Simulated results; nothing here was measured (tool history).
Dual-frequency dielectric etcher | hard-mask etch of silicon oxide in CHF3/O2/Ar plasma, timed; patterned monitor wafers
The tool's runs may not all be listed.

run,hour,source power (W),bias power (W),etch time (s),mean etch depth across the wafer (angstrom)
1,0,860,175,11.5,254.09
2,5.3,860,163,11.5,249.81
3,7.2,860,177,11.5,255.48
4,13.2,860,204,11.5,266.13
5,14.7,960,204,11.5,278.54
6,23,870,204,11.5,267.5
7,30.9,820,203,11.5,258.65
8,31.6,790,202,11.5,254.22
9,35,760,202,11.5,250.28
10,41.6,740,202,11.5,245.64
11,43.8,720,202,11.5,245.9
12,49,540,198,11.5,212.31
13,52.3,550,198,11.5,215.18

Run 14 comes next. What will it give?
14,56.5,560,198,11.5,?

mean etch depth across the wafer (angstrom): 216.07
